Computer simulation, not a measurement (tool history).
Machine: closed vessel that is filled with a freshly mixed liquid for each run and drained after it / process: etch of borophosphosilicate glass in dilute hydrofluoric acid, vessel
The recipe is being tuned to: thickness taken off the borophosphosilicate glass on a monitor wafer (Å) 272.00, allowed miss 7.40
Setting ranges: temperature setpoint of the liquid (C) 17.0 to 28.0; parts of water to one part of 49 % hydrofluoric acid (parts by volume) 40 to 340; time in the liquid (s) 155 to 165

run,hour,temperature setpoint of the liquid (C),parts of water to one part of 49 % hydrofluoric acid (parts by volume),time in the liquid (s),thickness taken off the borophosphosilicate glass on a monitor wafer (Å)
1,0.0,20.0,190,155,341.40
2,5.1,19.5,195,155,318.40
3,7.4,19.0,195,155,310.65
4,10.2,22.0,195,155,352.19
5,11.7,21.0,200,155,330.51
6,13.7,24.5,200,155,368.20
7,16.4,23.0,205,155,337.79
8,20.7,22.0,205,155,333.03
9,28.3,21.0,205,155,321.35
10,33.0,20.5,205,155,310.52

Which single option among these 5 for the next run brings every result within its allowed miss of target? Just one does.
A,37.7,21.5,190,165,?
B,37.7,21.0,200,155,?
C,37.7,21.5,235,155,?
D,37.7,19.5,235,155,?
E,37.7,20.0,175,155,?

move,thickness taken off the borophosphosilicate glass on a monitor wafer (Å)
A,378.64
B,328.01
C,274.07
D,254.42
E,370.62
A: misses by more than the last run did
B: misses by more than the last run did
C: meets every target
D: moves the result that the last run missed by most past its target, out the other side
E: misses by more than the last run did
Answer: C
